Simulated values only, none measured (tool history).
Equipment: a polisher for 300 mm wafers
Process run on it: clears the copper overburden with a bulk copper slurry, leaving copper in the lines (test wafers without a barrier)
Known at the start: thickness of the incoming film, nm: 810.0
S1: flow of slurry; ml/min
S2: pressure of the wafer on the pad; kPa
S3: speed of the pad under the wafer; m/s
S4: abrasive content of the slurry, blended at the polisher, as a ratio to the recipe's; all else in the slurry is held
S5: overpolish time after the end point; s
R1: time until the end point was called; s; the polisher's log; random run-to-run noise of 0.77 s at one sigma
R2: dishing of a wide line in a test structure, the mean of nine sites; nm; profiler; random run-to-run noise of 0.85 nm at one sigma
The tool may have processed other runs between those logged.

Run 1, hour 0.0: S1 260 ml/min, S2 15.2 kPa, S3 1.36 m/s, S4 1.00, S5 19 s. Result: R1 76.182 s, R2 74.663 nm.
Run 2, hour 3.3: S1 260 ml/min, S2 15.2 kPa, S3 1.36 m/s, S4 1.00, S5 25 s. Result: R1 74.092 s, R2 81.537 nm.
Run 3, hour 11.9: S1 260 ml/min, S2 15.2 kPa, S3 1.36 m/s, S4 1.10, S5 25 s. Result: R1 74.427 s, R2 80.721 nm.
Run 4, hour 15.8: S1 285 ml/min, S2 13.8 kPa, S3 1.50 m/s, S4 1.15, S5 22 s. Result: R1 69.865 s, R2 79.164 nm.
Run 5, hour 16.4: S1 260 ml/min, S2 12.4 kPa, S3 1.62 m/s, S4 1.20, S5 19 s. Result: R1 72.404 s, R2 74.666 nm.
Run 6, hour 20.8: S1 285 ml/min, S2 11.7 kPa, S3 1.68 m/s, S4 1.25, S5 17 s. Result: R1 70.630 s, R2 69.658 nm.
Run 7, hour 24.1: S1 305 ml/min, S2 11.0 kPa, S3 1.74 m/s, S4 1.30, S5 15 s. Result: R1 70.671 s, R2 67.590 nm.
Run 8, hour 30.7: S1 325 ml/min, S2 10.3 kPa, S3 1.80 m/s, S4 1.35, S5 13 s. Result: R1 71.134 s, R2 60.185 nm.
Run 9, hour 39.4: S1 340 ml/min, S2 10.3 kPa, S3 1.82 m/s, S4 1.40, S5 12 s. Result: R1 69.150 s, R2 61.321 nm.
Run 10, hour 48.2: S1 350 ml/min, S2 10.3 kPa, S3 1.88 m/s, S4 1.35, S5 11 s. Result: R1 66.837 s, R2 58.274 nm.
Run 11, hour 51.1: S1 405 ml/min, S2 11.0 kPa, S3 2.02 m/s, S4 1.10, S5 6 s. Result: R1 61.929 s, R2 41.504 nm.
Run 12, hour 51.8: S1 405 ml/min, S2 11.0 kPa, S3 2.02 m/s, S4 1.10, S5 6 s. Result: R1 61.931 s, R2 41.425 nm.
Run 13, hour 56.6: S1 400 ml/min, S2 11.0 kPa, S3 2.02 m/s, S4 1.10, S5 6 s. Result: R1 62.319 s, R2 42.626 nm.
Run 14, hour 61.5: S1 395 ml/min, S2 11.0 kPa, S3 2.02 m/s, S4 1.10, S5 6 s. Result: R1 63.299 s, R2 42.605 nm.
Run 15, hour 66.8: S1 390 ml/min, S2 11.0 kPa, S3 2.00 m/s, S4 1.10, S5 12 s. Result: R1 63.514 s, R2 63.422 nm.
Run 16, hour 69.4: S1 390 ml/min, S2 11.0 kPa, S3 1.98 m/s, S4 1.10, S5 11 s. Result: R1 63.162 s, R2 59.038 nm.
Run 17, hour 71.7: S1 385 ml/min, S2 11.0 kPa, S3 1.96 m/s, S4 1.10, S5 11 s. Result: R1 65.442 s, R2 59.613 nm.
Run 18, hour 80.0: S1 380 ml/min, S2 11.0 kPa, S3 1.94 m/s, S4 1.10, S5 11 s. Result: R1 66.197 s, R2 60.253 nm.
Run 19, hour 86.1: S1 375 ml/min, S2 11.0 kPa, S3 1.92 m/s, S4 1.10, S5 11 s. Result: R1 65.324 s, R2 59.172 nm.
Run 20, hour 90.4: S1 375 ml/min, S2 11.0 kPa, S3 1.90 m/s, S4 1.10, S5 11 s. Result: R1 65.873 s, R2 59.780 nm.

Estimate the outcome of run 21 from the log above:
Run 21, hour 95.0: S1 365 ml/min, S2 11.0 kPa, S3 1.90 m/s, S4 1.10, S5 11 s. Result: R1 ?, R2 ?.

R1: 66.062 s
R2: 58.195 nm
